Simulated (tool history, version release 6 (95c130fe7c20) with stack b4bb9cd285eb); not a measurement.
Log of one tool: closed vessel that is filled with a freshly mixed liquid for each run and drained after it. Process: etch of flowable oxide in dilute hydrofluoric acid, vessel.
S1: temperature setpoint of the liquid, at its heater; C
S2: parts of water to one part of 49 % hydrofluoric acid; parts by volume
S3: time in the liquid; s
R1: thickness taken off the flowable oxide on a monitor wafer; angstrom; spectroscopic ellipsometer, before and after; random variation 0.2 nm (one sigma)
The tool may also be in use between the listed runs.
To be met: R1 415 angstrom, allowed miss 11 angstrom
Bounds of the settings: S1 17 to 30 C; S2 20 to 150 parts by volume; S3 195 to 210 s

run    day    S1  S2   S3      R1
  1      0    22  85  195   526.6
  2  0.229    21  85  195  514.18
  3  0.308    21  85  210  548.29
  4  0.329    20  85  210  527.02
  5  0.433    20  85  210  528.24
  6  0.625    20  85  210   523.7
  7  0.883  19.5  85  210  521.18
  8  1.012    19  85  210   507.5
  9   1.05  18.5  85  210  496.88
 10  1.392    18  85  210  486.65
 11  1.671    18  85  210  487.74

Which of these 5 next moves meets every target?
  A  1.95  19.5  85  210   ?
  B  1.95  19.5  75  210   ?
  C  1.95  18.5  80  210   ?
  D  1.95  18.5  95  200   ?
  E  1.95    19  70  195   ?

move      R1
   A  518.35
   B  594.19
   C  531.11
   D     419
   E  582.17
A: further off than the last run
B: further off than the last run
C: further off than the last run
D: meets every target
E: further off than the last run
Answer: D
